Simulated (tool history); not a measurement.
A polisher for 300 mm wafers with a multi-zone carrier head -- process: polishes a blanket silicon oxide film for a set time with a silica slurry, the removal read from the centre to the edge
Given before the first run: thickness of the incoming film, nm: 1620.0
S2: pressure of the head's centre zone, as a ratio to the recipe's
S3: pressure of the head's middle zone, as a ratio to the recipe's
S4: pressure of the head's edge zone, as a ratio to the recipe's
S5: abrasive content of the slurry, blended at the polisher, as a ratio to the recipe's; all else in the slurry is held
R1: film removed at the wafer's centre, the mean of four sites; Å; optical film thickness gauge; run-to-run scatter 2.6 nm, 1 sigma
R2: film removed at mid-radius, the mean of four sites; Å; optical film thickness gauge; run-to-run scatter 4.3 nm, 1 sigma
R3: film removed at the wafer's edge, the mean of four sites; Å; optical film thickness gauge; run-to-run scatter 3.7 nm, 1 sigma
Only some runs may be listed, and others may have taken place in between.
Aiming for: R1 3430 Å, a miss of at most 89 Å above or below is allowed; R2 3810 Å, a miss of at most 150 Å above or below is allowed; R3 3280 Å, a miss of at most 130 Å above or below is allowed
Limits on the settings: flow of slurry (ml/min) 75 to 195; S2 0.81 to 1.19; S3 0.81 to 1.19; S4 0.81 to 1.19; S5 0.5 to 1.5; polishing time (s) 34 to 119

Run 1, hour 0: flow of slurry (ml/min) 125, S2 1, S3 1, S4 1, S5 1, polishing time (s) 76. Result: R1 2929.7 Å, R2 2864.7 Å, R3 2833.1 Å.
Run 2, hour 5: flow of slurry (ml/min) 125, S2 1, S3 1, S4 0.95, S5 1, polishing time (s) 76. Result: R1 2931 Å, R2 2841.7 Å, R3 2831.8 Å.
Run 3, hour 5.7: flow of slurry (ml/min) 135, S2 1, S3 1.02, S4 0.96, S5 1.05, polishing time (s) 76. Result: R1 3018.9 Å, R2 3039.8 Å, R3 2960.4 Å.
Run 4, hour 7.5: flow of slurry (ml/min) 135, S2 1, S3 1.02, S4 0.96, S5 1.05, polishing time (s) 91. Result: R1 3639.6 Å, R2 3634.6 Å, R3 3507.9 Å.
Run 5, hour 14.7: flow of slurry (ml/min) 135, S2 1, S3 1.04, S4 0.95, S5 1.05, polishing time (s) 91. Result: R1 3680.1 Å, R2 3661.6 Å, R3 3439 Å.
Run 6, hour 18.4: flow of slurry (ml/min) 135, S2 0.99, S3 1.05, S4 0.95, S5 1.05, polishing time (s) 91. Result: R1 3604.7 Å, R2 3627.2 Å, R3 3488.6 Å.
Run 7, hour 19.6: flow of slurry (ml/min) 140, S2 0.98, S3 1.07, S4 0.93, S5 1.05, polishing time (s) 91. Result: R1 3672.8 Å, R2 3768.8 Å, R3 3404.9 Å.
Run 8, hour 20.6: flow of slurry (ml/min) 140, S2 0.98, S3 1.07, S4 0.93, S5 1.05, polishing time (s) 91. Result: R1 3653.2 Å, R2 3720.1 Å, R3 3473.2 Å.
Run 9, hour 29.5: flow of slurry (ml/min) 140, S2 0.97, S3 1.09, S4 0.92, S5 1.05, polishing time (s) 91. Result: R1 3629.9 Å, R2 3876.4 Å, R3 3434.3 Å.
Run 10, hour 37.9: flow of slurry (ml/min) 135, S2 0.97, S3 1.09, S4 0.92, S5 1.05, polishing time (s) 91. Result: R1 3586.3 Å, R2 3837.4 Å, R3 3405.9 Å.

4 candidate next runs follow, results not yet known. Just one meets every target within its allowed miss. Identify it.
Run A, hour 46.3: flow of slurry (ml/min) 160, S2 0.96, S3 1.13, S4 0.93, S5 1.1, polishing time (s) 83. Result: R1 ?, R2 ?, R3 ?.
Run B, hour 46.3: flow of slurry (ml/min) 140, S2 1.01, S3 1.05, S4 0.9, S5 1, polishing time (s) 96. Result: R1 ?, R2 ?, R3 ?.
Run C, hour 46.3: flow of slurry (ml/min) 155, S2 0.94, S3 1.02, S4 0.96, S5 1.05, polishing time (s) 94. Result: R1 ?, R2 ?, R3 ?.
Run D, hour 46.3: flow of slurry (ml/min) 145, S2 0.93, S3 1.04, S4 0.99, S5 1.2, polishing time (s) 88. Result: R1 ?, R2 ?, R3 ?.

move      R1      R2      R3
   A  3457.6  3779.8  3321.9
   B  3825.1    3813  3545.3
   C    3748  3811.7  3722.4
   D  3657.6  3813.4  3730.3
A: every result lands within tolerance
B: lands further from the targets than the last run did
C: lands further from the targets than the last run did
D: lands further from the targets than the last run did
So the answer is move A, the one that meets all the targets.

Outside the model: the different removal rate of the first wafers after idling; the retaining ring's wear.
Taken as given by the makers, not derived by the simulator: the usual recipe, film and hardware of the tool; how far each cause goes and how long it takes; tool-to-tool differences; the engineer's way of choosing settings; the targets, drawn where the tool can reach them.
